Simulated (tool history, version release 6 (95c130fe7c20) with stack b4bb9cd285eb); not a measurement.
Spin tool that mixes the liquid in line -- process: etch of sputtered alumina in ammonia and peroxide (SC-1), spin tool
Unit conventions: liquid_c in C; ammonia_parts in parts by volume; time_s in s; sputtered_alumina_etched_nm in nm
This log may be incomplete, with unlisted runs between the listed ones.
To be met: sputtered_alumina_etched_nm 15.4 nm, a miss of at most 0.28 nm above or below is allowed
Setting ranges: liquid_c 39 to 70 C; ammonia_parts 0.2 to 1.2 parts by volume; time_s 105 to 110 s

run  hour  liquid_c  ammonia_parts  time_s  sputtered_alumina_etched_nm
  1     0        55            0.9     105                       8.5944
  2   1.8        55            0.9     105                       8.5976
  3  10.2        55            0.9     110                        8.964
  4  14.7      57.5            0.9     110                       10.216
  5  22.9      62.5            0.9     110                       13.211
  6  30.4        59            0.9     110                       11.083
  7  35.4        61            0.9     110                       12.261
  8  37.4        62            0.9     110                       12.935
  9    45        62            0.9     110                        13.03
 10  52.1        66            0.9     110                       15.782

Of the 5 settings listed for the next run, only one would bring every result within its allowed miss of target. Which one?
  A  59.2      65.5           0.95     105                            ?
  B  59.2        67           0.85     110                            ?
  C  59.2      64.5           1.05     110                            ?
  D  59.2      66.5           0.95     110                            ?
  E  59.2      66.5           0.95     105                            ?

move  sputtered_alumina_etched_nm
   A                       14.863
   B                       16.589
   C                       14.958
   D                       16.357
   E                       15.614
A: takes the result that was furthest off past its target
B: lands further from the targets than the last run did
C: takes the result that was furthest off past its target
D: lands further from the targets than the last run did
E: meets every target
Go with E: it meets all targets.

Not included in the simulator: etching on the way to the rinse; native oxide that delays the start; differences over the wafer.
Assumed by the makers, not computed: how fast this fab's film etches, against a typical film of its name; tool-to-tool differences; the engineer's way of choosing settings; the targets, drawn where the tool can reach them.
